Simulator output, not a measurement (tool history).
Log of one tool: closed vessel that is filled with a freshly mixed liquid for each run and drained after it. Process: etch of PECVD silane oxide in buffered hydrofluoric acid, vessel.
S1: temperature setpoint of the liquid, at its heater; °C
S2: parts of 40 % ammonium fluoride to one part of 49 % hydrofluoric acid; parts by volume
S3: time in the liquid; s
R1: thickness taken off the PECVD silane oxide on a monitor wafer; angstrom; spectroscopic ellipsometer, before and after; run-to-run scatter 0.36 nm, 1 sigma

run,hour,S1,S2,S3,R1
1,0.0,23.0,23.0,90,1383.00
2,1.0,23.0,23.0,90,1389.90
3,8.2,21.5,24.0,90,1222.40
4,17.1,23.5,24.0,90,1380.30
5,18.0,23.5,29.0,90,1203.80
6,23.5,20.0,29.0,90,987.58
7,29.4,19.5,29.0,90,960.67

For run 8, what comes out?
8,34.1,19.0,29.0,90,?

{"run 8": {"R1": 934.1}}
